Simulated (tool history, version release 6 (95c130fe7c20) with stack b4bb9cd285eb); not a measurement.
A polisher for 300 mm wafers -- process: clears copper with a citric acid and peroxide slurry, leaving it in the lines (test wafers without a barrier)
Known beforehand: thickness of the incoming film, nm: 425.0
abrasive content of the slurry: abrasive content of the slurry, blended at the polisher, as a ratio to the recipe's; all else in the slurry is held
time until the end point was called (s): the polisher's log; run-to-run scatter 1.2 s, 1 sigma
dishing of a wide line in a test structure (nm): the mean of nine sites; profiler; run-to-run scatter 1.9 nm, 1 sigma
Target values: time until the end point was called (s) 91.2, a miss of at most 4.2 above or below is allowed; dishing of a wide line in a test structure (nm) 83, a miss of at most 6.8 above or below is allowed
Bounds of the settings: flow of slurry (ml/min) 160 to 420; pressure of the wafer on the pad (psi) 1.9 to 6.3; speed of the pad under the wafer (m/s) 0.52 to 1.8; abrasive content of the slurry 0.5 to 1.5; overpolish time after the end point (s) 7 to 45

run  hour  flow of slurry (ml/min)  pressure of the wafer on the pad (psi)  speed of the pad under the wafer (m/s)  abrasive content of the slurry  overpolish time after the end point (s)  time until the end point was called (s)  dishing of a wide line in a test structure (nm)
  1     0                      270                                     4.1                                    1.16                               1                                       23                                   116.36                                           52.974
  2   4.6                      270                                     4.1                                    1.36                               1                                       23                                   99.207                                           59.369
  3   5.8                      270                                     4.1                                    1.36                             1.1                                       23                                   96.755                                           60.411
  4  10.8                      270                                     4.2                                    1.36                             1.1                                       25                                   95.876                                           65.303
  5  13.9                      270                                     4.8                                    1.36                             1.1                                       25                                   84.849                                           72.402
  6  21.8                      270                                     4.8                                    1.36                             1.3                                       25                                   82.316                                           69.355
  7    25                      270                                     4.7                                    1.36                             1.3                                       27                                   81.904                                           70.516
  8  33.1                      265                                     4.6                                    1.36                            1.25                                       29                                   85.464                                           75.567

4 candidate next runs follow, results not yet known. Just one meets every target within its allowed miss. Identify it.
  A  41.2                      220                                       4                                    1.24                             1.4                                       43                                        ?                                                ?
  B  41.2                      255                                     4.2                                     1.4                            1.15                                       35                                        ?                                                ?
  C  41.2                      220                                     5.1                                    1.18                             1.2                                       45                                        ?                                                ?
  D  41.2                      245                                     5.2                                    1.28                             1.3                                       42                                        ?                                                ?

move  time until the end point was called (s)  dishing of a wide line in a test structure (nm)
   A                                   104.31                                           85.938
   B                                   92.386                                           82.477
   C                                   93.181                                           94.963
   D                                   82.267                                           97.544
A: takes the result that was furthest off past its target
B: all results in spec
C: brings the last run's worst result on target, with another outside its allowed miss
D: further off than the last run
Go with B: it meets all targets.
